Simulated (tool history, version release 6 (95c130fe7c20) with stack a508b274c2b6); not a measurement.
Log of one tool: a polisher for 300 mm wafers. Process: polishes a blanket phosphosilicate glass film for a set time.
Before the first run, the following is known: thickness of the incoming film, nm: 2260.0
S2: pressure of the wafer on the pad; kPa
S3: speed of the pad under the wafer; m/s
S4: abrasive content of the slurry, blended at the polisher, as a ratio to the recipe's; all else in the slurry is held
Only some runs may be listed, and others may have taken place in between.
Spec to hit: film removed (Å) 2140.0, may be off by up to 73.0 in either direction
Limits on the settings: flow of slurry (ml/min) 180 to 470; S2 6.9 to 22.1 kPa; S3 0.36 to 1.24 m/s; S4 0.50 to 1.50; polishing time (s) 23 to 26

Run 1, hour 0.0: flow of slurry (ml/min) 300, S2 14.5 kPa, S3 0.80 m/s, S4 1.00, polishing time (s) 26. Result: film removed (Å) 1330.7.
Run 2, hour 4.0: flow of slurry (ml/min) 300, S2 14.5 kPa, S3 0.80 m/s, S4 1.00, polishing time (s) 26. Result: film removed (Å) 1333.2.
Run 3, hour 9.0: flow of slurry (ml/min) 300, S2 15.9 kPa, S3 0.80 m/s, S4 1.00, polishing time (s) 26. Result: film removed (Å) 1441.1.
Run 4, hour 14.6: flow of slurry (ml/min) 300, S2 15.9 kPa, S3 0.80 m/s, S4 0.85, polishing time (s) 26. Result: film removed (Å) 1337.2.
Run 5, hour 20.4: flow of slurry (ml/min) 300, S2 17.2 kPa, S3 0.82 m/s, S4 0.85, polishing time (s) 26. Result: film removed (Å) 1459.0.
Run 6, hour 25.9: flow of slurry (ml/min) 300, S2 18.6 kPa, S3 0.84 m/s, S4 0.85, polishing time (s) 26. Result: film removed (Å) 1631.1.
Run 7, hour 32.2: flow of slurry (ml/min) 300, S2 19.3 kPa, S3 0.86 m/s, S4 0.85, polishing time (s) 26. Result: film removed (Å) 1763.8.
Run 8, hour 37.7: flow of slurry (ml/min) 300, S2 20.0 kPa, S3 0.86 m/s, S4 0.85, polishing time (s) 26. Result: film removed (Å) 1799.0.
Run 9, hour 38.5: flow of slurry (ml/min) 300, S2 20.7 kPa, S3 0.88 m/s, S4 0.85, polishing time (s) 26. Result: film removed (Å) 1877.1.
Run 10, hour 43.8: flow of slurry (ml/min) 300, S2 20.7 kPa, S3 0.90 m/s, S4 0.85, polishing time (s) 26. Result: film removed (Å) 1943.2.
Run 11, hour 50.4: flow of slurry (ml/min) 300, S2 21.4 kPa, S3 0.92 m/s, S4 0.85, polishing time (s) 26. Result: film removed (Å) 2025.8.

5 next moves are on the table. One of them brings every result within its allowed miss. Which?
Run A, hour 57.0: flow of slurry (ml/min) 300, S2 22.1 kPa, S3 0.82 m/s, S4 0.90, polishing time (s) 25. Result: film removed (Å) ?.
Run B, hour 57.0: flow of slurry (ml/min) 315, S2 22.1 kPa, S3 0.82 m/s, S4 0.90, polishing time (s) 24. Result: film removed (Å) ?.
Run C, hour 57.0: flow of slurry (ml/min) 340, S2 22.1 kPa, S3 0.94 m/s, S4 0.90, polishing time (s) 25. Result: film removed (Å) ?.
Run D, hour 57.0: flow of slurry (ml/min) 250, S2 20.7 kPa, S3 1.16 m/s, S4 0.80, polishing time (s) 23. Result: film removed (Å) ?.
Run E, hour 57.0: flow of slurry (ml/min) 340, S2 20.7 kPa, S3 0.84 m/s, S4 0.90, polishing time (s) 26. Result: film removed (Å) ?.

move  film removed (Å)
   A            1910.6
   B            1840.6
   C            2150.0
   D            2033.1
   E            1918.4
A: the biggest miss grows against the last run
B: the biggest miss grows against the last run
C: all results land within tolerance of their targets
D: nearer than the last run, and not there yet
E: the biggest miss grows against the last run
Move C is the one to make.
